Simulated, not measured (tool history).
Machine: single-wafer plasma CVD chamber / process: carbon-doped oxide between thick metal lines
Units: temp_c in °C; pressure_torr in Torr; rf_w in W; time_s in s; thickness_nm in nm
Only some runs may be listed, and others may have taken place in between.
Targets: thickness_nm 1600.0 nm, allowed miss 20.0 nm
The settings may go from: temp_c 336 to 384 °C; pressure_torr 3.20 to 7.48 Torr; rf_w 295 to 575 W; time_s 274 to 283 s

| run | hour | temp_c | pressure_torr | rf_w | time_s | thickness_nm |
|---|---|---|---|---|---|---|
| 1 | 0.0 | 360 | 5.34 | 435 | 274 | 1268.8 |
| 2 | 1.7 | 364 | 5.34 | 435 | 274 | 1271.5 |
| 3 | 4.1 | 364 | 5.59 | 455 | 274 | 1319.6 |
| 4 | 10.4 | 364 | 5.59 | 430 | 274 | 1260.3 |
| 5 | 16.3 | 364 | 5.06 | 430 | 274 | 1244.9 |
| 6 | 25.1 | 356 | 5.06 | 430 | 274 | 1256.9 |
| 7 | 33.3 | 356 | 5.06 | 430 | 274 | 1259.7 |
| 8 | 42.3 | 355 | 5.38 | 445 | 274 | 1306.8 |
| 9 | 48.4 | 354 | 5.69 | 460 | 274 | 1358.0 |
| 10 | 50.1 | 353 | 5.97 | 470 | 274 | 1381.5 |
| 11 | 56.8 | 353 | 6.16 | 480 | 274 | 1403.1 |
| 12 | 61.9 | 352 | 6.31 | 490 | 274 | 1430.3 |

5 next moves are on the table. One of them brings every result within its allowed miss. Which?
| A | 67.0 | 359 | 7.07 | 570 | 279 | ? |
| B | 67.0 | 349 | 7.48 | 510 | 283 | ? |
| C | 67.0 | 354 | 6.71 | 495 | 283 | ? |
| D | 67.0 | 349 | 6.77 | 520 | 282 | ? |
| E | 67.0 | 356 | 6.29 | 520 | 281 | ? |

| move | thickness_nm |
|---|---|
| A | 1608.7 |
| B | 1555.6 |
| C | 1497.7 |
| D | 1560.4 |
| E | 1520.6 |
A: hits every target within its allowed miss
B: gains on the last run, yet a result remains outside its allowed miss
C: gains on the last run, yet a result remains outside its allowed miss
D: gains on the last run, yet a result remains outside its allowed miss
E: gains on the last run, yet a result remains outside its allowed miss
The move that meets every target is A.

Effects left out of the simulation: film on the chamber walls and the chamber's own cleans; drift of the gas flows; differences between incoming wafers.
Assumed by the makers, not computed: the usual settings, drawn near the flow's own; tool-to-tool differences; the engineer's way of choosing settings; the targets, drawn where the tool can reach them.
